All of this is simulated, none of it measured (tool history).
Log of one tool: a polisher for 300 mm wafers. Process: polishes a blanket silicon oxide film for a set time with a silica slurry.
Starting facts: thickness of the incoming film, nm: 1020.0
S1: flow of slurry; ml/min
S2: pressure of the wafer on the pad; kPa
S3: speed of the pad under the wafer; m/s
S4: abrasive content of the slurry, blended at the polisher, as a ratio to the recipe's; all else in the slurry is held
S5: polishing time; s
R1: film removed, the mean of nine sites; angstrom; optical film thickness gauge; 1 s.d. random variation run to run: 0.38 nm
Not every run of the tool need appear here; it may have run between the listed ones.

run  hour   S1    S2    S3  S4  S5      R1
  1     0  170  20.7  1.24   1  17  401.47
  2   4.2  170  24.8  1.24   1  17  474.44
  3   7.1  170  24.8  0.98   1  17  392.33
  4   8.3  170  23.4  0.98   1  17  366.35
  5  11.3  170  22.1  0.98   1  17  356.48
  6  18.1  145  22.1  0.98   1  17  339.66
  7  21.1  140  21.4  0.98   1  17  334.94
  8  28.8  140  20.7  0.98   1  17  319.98

Run 9 has not been measured yet. What should we expect?
  9  36.1  140  20.7  0.98   1  17   ?

{"run 9": {"R1": 316.51}}
